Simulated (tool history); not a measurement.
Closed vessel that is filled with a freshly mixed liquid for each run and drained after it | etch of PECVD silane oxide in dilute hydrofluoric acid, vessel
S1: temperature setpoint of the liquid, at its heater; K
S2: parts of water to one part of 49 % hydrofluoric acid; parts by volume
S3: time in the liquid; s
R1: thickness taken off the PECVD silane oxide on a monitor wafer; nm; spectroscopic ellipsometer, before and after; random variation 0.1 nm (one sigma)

run	hour	S1	S2	S3	R1
1	0.0	297.15	140	30	6.4406
2	6.1	298.15	135	30	6.9484
3	13.1	299.15	130	30	7.6838
4	20.4	297.65	130	30	7.1023
5	29.0	298.65	125	30	7.7829
6	30.1	298.65	165	30	5.6655
7	36.5	299.65	155	30	6.3353
8	45.3	300.65	145	30	7.1054
9	46.6	301.15	135	30	7.9084

The next listed run, before its measurement:
10	54.6	301.65	130	30	?

Run 10 gave R1 8.2607 nm.
